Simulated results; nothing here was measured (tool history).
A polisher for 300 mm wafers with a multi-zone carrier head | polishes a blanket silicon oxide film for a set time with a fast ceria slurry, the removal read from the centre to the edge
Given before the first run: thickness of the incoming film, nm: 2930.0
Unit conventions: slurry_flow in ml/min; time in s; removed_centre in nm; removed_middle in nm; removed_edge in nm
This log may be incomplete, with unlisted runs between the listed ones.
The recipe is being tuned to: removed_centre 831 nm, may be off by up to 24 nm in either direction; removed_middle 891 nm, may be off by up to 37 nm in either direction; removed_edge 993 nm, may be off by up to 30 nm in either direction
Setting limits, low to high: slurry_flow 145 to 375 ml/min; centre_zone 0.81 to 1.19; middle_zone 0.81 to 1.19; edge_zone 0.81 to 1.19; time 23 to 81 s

{"run": 1, "hour": 0.0, "slurry_flow": 240, "centre_zone": 1, "middle_zone": 1, "edge_zone": 1, "time": 52, "removed_centre": 1003.5, "removed_middle": 1001, "removed_edge": 1031.4}
{"run": 2, "hour": 6.7, "slurry_flow": 240, "centre_zone": 1, "middle_zone": 0.94, "edge_zone": 1, "time": 52, "removed_centre": 1014.7, "removed_middle": 958.82, "removed_edge": 1029.8}
{"run": 3, "hour": 8.4, "slurry_flow": 240, "centre_zone": 1, "middle_zone": 0.94, "edge_zone": 1.07, "time": 52, "removed_centre": 993.6, "removed_middle": 953.11, "removed_edge": 1058.1}
{"run": 4, "hour": 9.5, "slurry_flow": 240, "centre_zone": 1, "middle_zone": 0.94, "edge_zone": 1.15, "time": 52, "removed_centre": 1009.3, "removed_middle": 958.14, "removed_edge": 1107.3}
{"run": 5, "hour": 12.0, "slurry_flow": 240, "centre_zone": 1, "middle_zone": 0.94, "edge_zone": 1.15, "time": 47, "removed_centre": 928.65, "removed_middle": 851.71, "removed_edge": 988.97}
{"run": 6, "hour": 20.5, "slurry_flow": 235, "centre_zone": 0.98, "middle_zone": 0.95, "edge_zone": 1.15, "time": 47, "removed_centre": 880.2, "removed_middle": 854.37, "removed_edge": 990.84}
{"run": 7, "hour": 21.6, "slurry_flow": 210, "centre_zone": 0.95, "middle_zone": 1.01, "edge_zone": 1.14, "time": 48, "removed_centre": 863.16, "removed_middle": 908.69, "removed_edge": 995.07}
{"run": 8, "hour": 24.0, "slurry_flow": 205, "centre_zone": 0.95, "middle_zone": 1.01, "edge_zone": 1.14, "time": 48, "removed_centre": 862.48, "removed_middle": 905.58, "removed_edge": 998.06}
{"run": 9, "hour": 29.0, "slurry_flow": 200, "centre_zone": 0.95, "middle_zone": 1.01, "edge_zone": 1.14, "time": 48, "removed_centre": 857.19, "removed_middle": 916.28, "removed_edge": 978.26}
{"run": 10, "hour": 31.8, "slurry_flow": 200, "centre_zone": 0.95, "middle_zone": 1, "edge_zone": 1.14, "time": 48, "removed_centre": 864.52, "removed_middle": 896.85, "removed_edge": 986.83}

Pick the move, out of 4, that brings all results within their allowed miss; only one does.
{"run": "A", "hour": 34.6, "slurry_flow": 245, "centre_zone": 0.9, "middle_zone": 0.98, "edge_zone": 1.14, "time": 47, "removed_centre": "?", "removed_middle": "?", "removed_edge": "?"}
{"run": "B", "hour": 34.6, "slurry_flow": 175, "centre_zone": 1.01, "middle_zone": 0.95, "edge_zone": 1.15, "time": 45, "removed_centre": "?", "removed_middle": "?", "removed_edge": "?"}
{"run": "C", "hour": 34.6, "slurry_flow": 190, "centre_zone": 0.93, "middle_zone": 0.95, "edge_zone": 1.17, "time": 45, "removed_centre": "?", "removed_middle": "?", "removed_edge": "?"}
{"run": "D", "hour": 34.6, "slurry_flow": 265, "centre_zone": 0.83, "middle_zone": 1.05, "edge_zone": 1.19, "time": 48, "removed_centre": "?", "removed_middle": "?", "removed_edge": "?"}

move=A removed_centre=823.87 removed_middle=904.12 removed_edge=993.23
move=B removed_centre=834.49 removed_middle=799.11 removed_edge=918.77
move=C removed_centre=781.04 removed_middle=811.57 removed_edge=937.29
move=D removed_centre=784.16 removed_middle=988.65 removed_edge=1043.8
A: each result inside its tolerance
B: the worst result of the last run now meets its target, but another is out of spec
C: the result that was furthest off in the last run now lies on the other side of its target
D: the result that was furthest off in the last run now lies on the other side of its target
The right move is A.

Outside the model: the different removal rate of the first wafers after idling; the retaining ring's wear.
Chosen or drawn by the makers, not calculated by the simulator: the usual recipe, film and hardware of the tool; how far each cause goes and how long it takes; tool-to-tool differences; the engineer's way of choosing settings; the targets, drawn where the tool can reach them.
